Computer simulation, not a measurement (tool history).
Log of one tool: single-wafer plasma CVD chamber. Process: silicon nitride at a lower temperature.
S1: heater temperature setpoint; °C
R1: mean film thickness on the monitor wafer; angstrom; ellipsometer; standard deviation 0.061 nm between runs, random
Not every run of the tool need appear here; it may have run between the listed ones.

run 1 hour=0 | S1=355 chamber_pressure_(Torr)=1.63 RF_power_(kW)=0.315 deposition_time_(s)=14.9 | R1=189.46
run 2 hour=3.4 | S1=355 chamber_pressure_(Torr)=1.63 RF_power_(kW)=0.315 deposition_time_(s)=15.3 | R1=193.75
run 3 hour=7.2 | S1=355 chamber_pressure_(Torr)=1.78 RF_power_(kW)=0.315 deposition_time_(s)=15.3 | R1=199.77
run 4 hour=8.1 | S1=364 chamber_pressure_(Torr)=1.78 RF_power_(kW)=0.315 deposition_time_(s)=15.3 | R1=200.34
run 5 hour=12.6 | S1=358 chamber_pressure_(Torr)=1.78 RF_power_(kW)=0.315 deposition_time_(s)=15.3 | R1=200.21
run 6 hour=20 | S1=364 chamber_pressure_(Torr)=1.78 RF_power_(kW)=0.315 deposition_time_(s)=15.3 | R1=199.34
run 7 hour=26.3 | S1=364 chamber_pressure_(Torr)=1.55 RF_power_(kW)=0.3 deposition_time_(s)=15.3 | R1=185.82
run 8 hour=34.9 | S1=364 chamber_pressure_(Torr)=1.39 RF_power_(kW)=0.29 deposition_time_(s)=15.3 | R1=174.23
run 9 hour=43.2 | S1=364 chamber_pressure_(Torr)=1.27 RF_power_(kW)=0.285 deposition_time_(s)=15.3 | R1=167.05
run 10 hour=48.7 | S1=364 chamber_pressure_(Torr)=1.2 RF_power_(kW)=0.285 deposition_time_(s)=15.3 | R1=165.72

What does the tool deliver on the next run?
-- hour=49.8 capacitance manometer re-zeroed and calibrated
run 11 hour=49.8 | S1=364 chamber_pressure_(Torr)=0.98 RF_power_(kW)=0.275 deposition_time_(s)=15.3 | R1=?

Run 11 came out at R1 146.33 angstrom.

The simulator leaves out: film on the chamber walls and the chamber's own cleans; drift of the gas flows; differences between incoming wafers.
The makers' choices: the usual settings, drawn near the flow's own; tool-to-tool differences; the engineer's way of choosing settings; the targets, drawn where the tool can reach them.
